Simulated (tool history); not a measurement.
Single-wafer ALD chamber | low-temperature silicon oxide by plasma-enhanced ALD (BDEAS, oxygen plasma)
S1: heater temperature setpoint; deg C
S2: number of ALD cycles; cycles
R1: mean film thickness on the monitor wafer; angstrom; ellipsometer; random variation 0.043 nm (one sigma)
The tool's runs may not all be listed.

| run | hour | S1 | S2 | R1 |
|---|---|---|---|---|
| 1 | 0.0 | 95 | 66 | 92.908 |
| 2 | 8.0 | 102 | 66 | 90.406 |
| 3 | 15.6 | 111 | 66 | 87.958 |
| 4 | 23.8 | 111 | 62 | 82.790 |
| 5 | 28.7 | 111 | 71 | 94.173 |
| 6 | 29.6 | 113 | 66 | 88.220 |
| 7 | 33.3 | 114 | 62 | 83.595 |

The next listed run, before its measurement:
| 8 | 34.8 | 115 | 59 | ? |

R1: 78.854 angstrom
